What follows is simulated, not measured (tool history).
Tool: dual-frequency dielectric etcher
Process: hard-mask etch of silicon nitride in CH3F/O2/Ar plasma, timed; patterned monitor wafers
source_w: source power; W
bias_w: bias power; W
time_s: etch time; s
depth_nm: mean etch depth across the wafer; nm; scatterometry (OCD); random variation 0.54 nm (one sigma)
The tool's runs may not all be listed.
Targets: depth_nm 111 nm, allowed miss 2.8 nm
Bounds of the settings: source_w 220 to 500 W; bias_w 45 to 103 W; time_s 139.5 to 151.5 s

Run 1, day 0: source_w 360 W, bias_w 74 W, time_s 151.5 s. Result: depth_nm 98.988 nm.
Run 2, day 0.229: source_w 360 W, bias_w 74 W, time_s 139.5 s. Result: depth_nm 90.988 nm.
Run 3, day 0.517: source_w 360 W, bias_w 74 W, time_s 139.5 s. Result: depth_nm 91.365 nm.
Run 4, day 0.717: source_w 380 W, bias_w 77 W, time_s 140.5 s. Result: depth_nm 95.083 nm.
Run 5, day 1.079: source_w 380 W, bias_w 77 W, time_s 139.5 s. Result: depth_nm 94.31 nm.
Run 6, day 1.425: source_w 320 W, bias_w 77 W, time_s 139.5 s. Result: depth_nm 89.961 nm.
Run 7, day 1.579: source_w 320 W, bias_w 77 W, time_s 139.5 s. Result: depth_nm 89.423 nm.
Run 8, day 1.629: source_w 350 W, bias_w 81 W, time_s 141 s. Result: depth_nm 95.837 nm.
Run 9, day 1.762: source_w 370 W, bias_w 83 W, time_s 141.5 s. Result: depth_nm 97.766 nm.
Run 10, day 1.883: source_w 370 W, bias_w 83 W, time_s 141.5 s. Result: depth_nm 97.496 nm.
Run 11, day 2.054: source_w 390 W, bias_w 85 W, time_s 142 s. Result: depth_nm 100.69 nm.

Which of these 4 next moves meets every target?
Run A, day 2.225: source_w 410 W, bias_w 79 W, time_s 144 s. Result: depth_nm ?.
Run B, day 2.225: source_w 350 W, bias_w 87 W, time_s 139.5 s. Result: depth_nm ?.
Run C, day 2.225: source_w 380 W, bias_w 91 W, time_s 151.5 s. Result: depth_nm ?.
Run D, day 2.225: source_w 400 W, bias_w 84 W, time_s 142.5 s. Result: depth_nm ?.

move  depth_nm
   A     100.9
   B    97.126
   C    110.26
   D    101.75
A: as far off as the last run
B: further off than the last run
C: meets every target
D: nearer than the last run, and not there yet
The right move is C.

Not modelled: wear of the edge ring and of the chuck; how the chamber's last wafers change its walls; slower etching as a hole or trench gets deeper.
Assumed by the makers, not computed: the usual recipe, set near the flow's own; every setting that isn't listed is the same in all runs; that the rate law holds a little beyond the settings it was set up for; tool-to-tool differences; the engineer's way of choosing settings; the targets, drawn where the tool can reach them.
